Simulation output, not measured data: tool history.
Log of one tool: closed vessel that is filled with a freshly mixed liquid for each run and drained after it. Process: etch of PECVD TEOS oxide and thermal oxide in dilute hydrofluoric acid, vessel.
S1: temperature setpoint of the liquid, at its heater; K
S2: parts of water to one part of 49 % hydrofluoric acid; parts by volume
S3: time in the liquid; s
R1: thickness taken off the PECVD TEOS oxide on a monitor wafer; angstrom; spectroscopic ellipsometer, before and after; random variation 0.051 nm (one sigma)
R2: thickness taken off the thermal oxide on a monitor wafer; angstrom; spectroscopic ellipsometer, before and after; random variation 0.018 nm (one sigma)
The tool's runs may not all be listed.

run	hour	S1	S2	S3	R1	R2
1	0.0	295.15	60	85	176.42	58.837
2	2.5	298.65	60	85	204.50	68.020
3	6.0	298.65	45	85	280.00	92.499
4	9.6	298.65	45	65	213.16	70.764
5	11.7	298.65	45	85	277.55	92.051
6	17.7	298.65	45	105	342.38	114.920
7	19.1	297.15	50	105	289.02	95.540

Run 8 comes next. What will it give?
8	21.3	293.15	70	105	?	?

R1: 170.92 angstrom
R2: 56.729 angstrom

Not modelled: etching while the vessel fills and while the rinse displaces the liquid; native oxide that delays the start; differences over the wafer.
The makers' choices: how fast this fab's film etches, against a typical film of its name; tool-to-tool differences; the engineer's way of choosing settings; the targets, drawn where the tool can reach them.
